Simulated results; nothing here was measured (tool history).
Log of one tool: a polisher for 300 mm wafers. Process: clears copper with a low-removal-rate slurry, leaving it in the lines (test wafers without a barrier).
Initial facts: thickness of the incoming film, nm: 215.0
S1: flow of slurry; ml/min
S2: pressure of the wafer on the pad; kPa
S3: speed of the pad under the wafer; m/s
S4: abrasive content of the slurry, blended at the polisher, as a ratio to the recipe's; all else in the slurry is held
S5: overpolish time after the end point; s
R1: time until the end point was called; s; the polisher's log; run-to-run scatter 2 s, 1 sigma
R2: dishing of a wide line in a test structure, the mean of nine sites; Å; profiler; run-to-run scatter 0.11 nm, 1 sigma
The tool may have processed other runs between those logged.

run	hour	S1	S2	S3	S4	S5	R1	R2
1	0.0	310	13.8	1.12	1.00	17	100.01	205.50
2	2.0	275	13.8	1.12	1.00	17	103.87	204.78
3	4.8	275	13.8	1.00	1.00	17	110.89	188.21
4	13.0	325	13.1	0.88	1.10	14	125.39	147.97
5	17.1	365	13.1	0.78	1.20	12	142.83	121.44
6	18.7	395	13.8	0.72	1.25	10	143.87	105.51

Forecast run 7:
7	20.9	415	14.5	0.66	1.30	9	?	?

{"run 7": {"R1": 147.65, "R2": 94.05}}
